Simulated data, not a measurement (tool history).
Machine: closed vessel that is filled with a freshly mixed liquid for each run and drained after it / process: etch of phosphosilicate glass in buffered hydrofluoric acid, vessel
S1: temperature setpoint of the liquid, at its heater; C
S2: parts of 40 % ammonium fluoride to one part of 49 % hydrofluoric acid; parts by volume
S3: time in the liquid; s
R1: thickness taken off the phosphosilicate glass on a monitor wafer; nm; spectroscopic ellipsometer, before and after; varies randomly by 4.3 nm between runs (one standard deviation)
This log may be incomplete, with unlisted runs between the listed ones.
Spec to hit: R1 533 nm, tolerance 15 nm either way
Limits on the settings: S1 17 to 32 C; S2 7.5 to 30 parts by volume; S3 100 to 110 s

run 1 day=0 | S1=24 S2=22 S3=100 | R1=221.87
run 2 day=0.129 | S1=26 S2=18.5 S3=100 | R1=286.25
run 3 day=0.321 | S1=29.5 S2=18.5 S3=100 | R1=346.81
run 4 day=0.358 | S1=30 S2=16.5 S3=100 | R1=397.27
run 5 day=0.608 | S1=30 S2=16.5 S3=110 | R1=436.07
run 6 day=0.833 | S1=30 S2=23 S3=110 | R1=323.81
run 7 day=1.05 | S1=30.5 S2=21 S3=110 | R1=360.7
run 8 day=1.25 | S1=31 S2=19.5 S3=110 | R1=390.99
run 9 day=1.308 | S1=31.5 S2=18 S3=110 | R1=435.16
run 10 day=1.538 | S1=31.5 S2=17 S3=110 | R1=459.33
run 11 day=1.812 | S1=31.5 S2=16.5 S3=110 | R1=472
run 12 day=2.162 | S1=32 S2=13.5 S3=110 | R1=592.95

Next run, 5 choices. One meets every target within its allowed miss, the rest don't. Which?
run A day=2.512 | S1=30.5 S2=12.5 S3=100 | R1=?
run B day=2.512 | S1=32 S2=14.5 S3=100 | R1=?
run C day=2.512 | S1=31.5 S2=14.5 S3=100 | R1=?
run D day=2.512 | S1=31 S2=15.5 S3=110 | R1=?
run E day=2.512 | S1=32 S2=14 S3=110 | R1=?

move=A R1=531.51
move=B R1=497.11
move=C R1=484.35
move=D R1=486.24
move=E R1=565.92
A: all results land within tolerance of their targets
B: carries the result that was furthest off beyond its target, to the other side
C: carries the result that was furthest off beyond its target, to the other side
D: carries the result that was furthest off beyond its target, to the other side
E: an improvement on the last run, though not all results are within tolerance
A meets every target.
